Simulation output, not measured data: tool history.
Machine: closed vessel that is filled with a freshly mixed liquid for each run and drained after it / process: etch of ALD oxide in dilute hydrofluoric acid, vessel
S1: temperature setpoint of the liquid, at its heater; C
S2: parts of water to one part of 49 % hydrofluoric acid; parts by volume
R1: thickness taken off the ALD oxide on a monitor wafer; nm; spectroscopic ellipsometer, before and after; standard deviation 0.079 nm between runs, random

run 1 hour=0 | S1=24 S2=165 time_in_the_liquid_(s)=35 | R1=6.5166
run 2 hour=1.6 | S1=24 S2=165 time_in_the_liquid_(s)=35 | R1=6.5603
run 3 hour=9.3 | S1=25.5 S2=160 time_in_the_liquid_(s)=35 | R1=7.1622
run 4 hour=13.6 | S1=25.5 S2=160 time_in_the_liquid_(s)=35 | R1=7.0436
run 5 hour=19.3 | S1=25.5 S2=110 time_in_the_liquid_(s)=35 | R1=10.915
-- hour=22.5 hydrofluoric acid flow meter replaced
run 6 hour=22.5 | S1=25.5 S2=80 time_in_the_liquid_(s)=35 | R1=14.447
run 7 hour=28.2 | S1=24.5 S2=80 time_in_the_liquid_(s)=35 | R1=13.728
run 8 hour=30.2 | S1=23.5 S2=80 time_in_the_liquid_(s)=35 | R1=13.198
run 9 hour=32.8 | S1=23 S2=80 time_in_the_liquid_(s)=35 | R1=12.871
run 10 hour=39.9 | S1=22.5 S2=80 time_in_the_liquid_(s)=35 | R1=12.667
run 11 hour=43.7 | S1=22.5 S2=80 time_in_the_liquid_(s)=35 | R1=12.673
run 12 hour=46.2 | S1=22 S2=80 time_in_the_liquid_(s)=35 | R1=12.584
run 13 hour=51.5 | S1=22 S2=80 time_in_the_liquid_(s)=35 | R1=12.493
run 14 hour=53.7 | S1=22 S2=80 time_in_the_liquid_(s)=35 | R1=12.298

Estimate the outcome of run 15 from the log above:
run 15 hour=62.3 | S1=21.5 S2=80 time_in_the_liquid_(s)=35 | R1=?

Run 15 came out at R1 12.018 nm.
